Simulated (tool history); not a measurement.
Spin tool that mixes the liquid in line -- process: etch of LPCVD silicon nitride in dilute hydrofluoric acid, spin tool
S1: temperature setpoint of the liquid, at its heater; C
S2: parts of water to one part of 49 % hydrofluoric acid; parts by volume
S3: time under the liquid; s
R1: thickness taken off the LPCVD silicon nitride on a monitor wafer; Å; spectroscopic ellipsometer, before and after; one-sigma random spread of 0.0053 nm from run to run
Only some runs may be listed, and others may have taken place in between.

| run | hour | S1 | S2 | S3 | R1 |
|---|---|---|---|---|---|
| 1 | 0 | 24 | 60 | 100 | 9.3524 |
| 2 | 1.9 | 23 | 65 | 100 | 8.2725 |
| 3 | 9.8 | 23 | 65 | 75 | 6.1186 |
| 4 | 13.1 | 23 | 65 | 75 | 6.0432 |
| 5 | 19.8 | 23 | 65 | 100 | 8.1209 |
| 6 | 22 | 22 | 70 | 100 | 7.1409 |
|  | 26.6 | thermometer replaced |
| 7 | 26.6 | 21 | 75 | 100 | 5.221 |

Expected results for the next run?
| 8 | 34.3 | 20.5 | 75 | 100 | ? |

R1: 5.2384 Å
